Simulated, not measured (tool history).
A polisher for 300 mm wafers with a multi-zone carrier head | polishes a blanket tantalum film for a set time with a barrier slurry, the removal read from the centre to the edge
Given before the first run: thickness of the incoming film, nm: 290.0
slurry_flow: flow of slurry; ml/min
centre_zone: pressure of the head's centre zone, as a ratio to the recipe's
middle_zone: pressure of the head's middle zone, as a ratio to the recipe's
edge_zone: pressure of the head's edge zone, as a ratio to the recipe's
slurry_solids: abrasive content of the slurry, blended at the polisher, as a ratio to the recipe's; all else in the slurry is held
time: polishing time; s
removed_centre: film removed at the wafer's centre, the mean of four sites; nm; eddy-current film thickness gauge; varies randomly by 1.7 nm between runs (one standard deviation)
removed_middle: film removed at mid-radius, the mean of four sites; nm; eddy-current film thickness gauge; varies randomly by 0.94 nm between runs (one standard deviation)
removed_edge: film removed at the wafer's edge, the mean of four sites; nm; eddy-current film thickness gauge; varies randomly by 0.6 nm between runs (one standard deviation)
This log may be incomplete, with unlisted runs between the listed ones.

run 1 hour=0 | slurry_flow=285 centre_zone=1 middle_zone=1 edge_zone=1 slurry_solids=1 time=66 | removed_centre=74.694 removed_middle=74.777 removed_edge=74.959
run 2 hour=2 | slurry_flow=285 centre_zone=1 middle_zone=0.92 edge_zone=1 slurry_solids=1 time=66 | removed_centre=75.293 removed_middle=69.161 removed_edge=75.655
run 3 hour=3 | slurry_flow=285 centre_zone=1 middle_zone=0.92 edge_zone=1 slurry_solids=0.9 time=66 | removed_centre=73.247 removed_middle=66.974 removed_edge=72.584
run 4 hour=5.7 | slurry_flow=285 centre_zone=1 middle_zone=0.84 edge_zone=1 slurry_solids=0.9 time=66 | removed_centre=70.859 removed_middle=62.154 removed_edge=71.976
run 5 hour=14.5 | slurry_flow=285 centre_zone=1 middle_zone=0.84 edge_zone=1 slurry_solids=1.05 time=66 | removed_centre=75.458 removed_middle=65.773 removed_edge=76.187
run 6 hour=18.7 | slurry_flow=300 centre_zone=1.05 middle_zone=0.9 edge_zone=1.01 slurry_solids=1.15 time=66 | removed_centre=83.672 removed_middle=72.339 removed_edge=79.713
run 7 hour=23.3 | slurry_flow=315 centre_zone=1.09 middle_zone=0.94 edge_zone=1.03 slurry_solids=1.25 time=66 | removed_centre=88.278 removed_middle=76.786 removed_edge=81.28
run 8 hour=28.7 | slurry_flow=320 centre_zone=1.11 middle_zone=0.96 edge_zone=1.03 slurry_solids=1.3 time=68 | removed_centre=94.62 removed_middle=81.689 removed_edge=84.95
run 9 hour=34 | slurry_flow=325 centre_zone=1.13 middle_zone=0.98 edge_zone=1.03 slurry_solids=1.35 time=69 | removed_centre=98.076 removed_middle=84.836 removed_edge=87.894
run 10 hour=41.6 | slurry_flow=340 centre_zone=1.15 middle_zone=0.99 edge_zone=1.02 slurry_solids=1.4 time=70 | removed_centre=103.19 removed_middle=88.115 removed_edge=89.324
run 11 hour=44.8 | slurry_flow=350 centre_zone=1.16 middle_zone=1 edge_zone=1.02 slurry_solids=1.45 time=71 | removed_centre=110.96 removed_middle=90.08 removed_edge=92.944

Predict the results of run 12:
run 12 hour=53.2 | slurry_flow=355 centre_zone=1.17 middle_zone=1.02 edge_zone=1.02 slurry_solids=1.45 time=71 | removed_centre=? removed_middle=? removed_edge=?

removed_centre: 107.24 nm
removed_middle: 92.353 nm
removed_edge: 91.314 nm
